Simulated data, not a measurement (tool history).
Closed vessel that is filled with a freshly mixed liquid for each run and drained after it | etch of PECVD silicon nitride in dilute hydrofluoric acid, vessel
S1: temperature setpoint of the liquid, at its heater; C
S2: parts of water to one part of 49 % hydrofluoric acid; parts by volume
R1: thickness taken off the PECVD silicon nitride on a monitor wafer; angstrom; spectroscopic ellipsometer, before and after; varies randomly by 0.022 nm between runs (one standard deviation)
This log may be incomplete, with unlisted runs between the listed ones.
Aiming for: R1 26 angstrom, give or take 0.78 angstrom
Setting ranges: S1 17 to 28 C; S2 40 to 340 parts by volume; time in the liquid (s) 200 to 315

run 1 day=0 | S1=20 S2=190 time_in_the_liquid_(s)=315 | R1=30.671
run 2 day=0.112 | S1=20 S2=190 time_in_the_liquid_(s)=200 | R1=19.347
run 3 day=0.458 | S1=21.5 S2=190 time_in_the_liquid_(s)=200 | R1=21.038
run 4 day=0.842 | S1=21.5 S2=175 time_in_the_liquid_(s)=200 | R1=22.998
run 5 day=0.988 | S1=21.5 S2=175 time_in_the_liquid_(s)=315 | R1=36.294
run 6 day=1.096 | S1=21.5 S2=210 time_in_the_liquid_(s)=315 | R1=30.789
run 7 day=1.408 | S1=21 S2=210 time_in_the_liquid_(s)=315 | R1=30.008
run 8 day=1.475 | S1=20.5 S2=210 time_in_the_liquid_(s)=315 | R1=28.82
run 9 day=1.808 | S1=20 S2=210 time_in_the_liquid_(s)=315 | R1=27.877
run 10 day=1.942 | S1=19.5 S2=210 time_in_the_liquid_(s)=315 | R1=26.93

Which of these 4 next moves meets every target?
run A day=2.075 | S1=22.5 S2=210 time_in_the_liquid_(s)=270 | R1=?
run B day=2.075 | S1=17.5 S2=175 time_in_the_liquid_(s)=315 | R1=?
run C day=2.075 | S1=20.5 S2=200 time_in_the_liquid_(s)=295 | R1=?
run D day=2.075 | S1=19.5 S2=185 time_in_the_liquid_(s)=270 | R1=?

move=A R1=27.975
move=B R1=28.04
move=C R1=28.173
move=D R1=26.043
A: the biggest miss grows against the last run
B: the biggest miss grows against the last run
C: the biggest miss grows against the last run
D: each result inside its tolerance
D is the move that brings every result within its allowed miss.
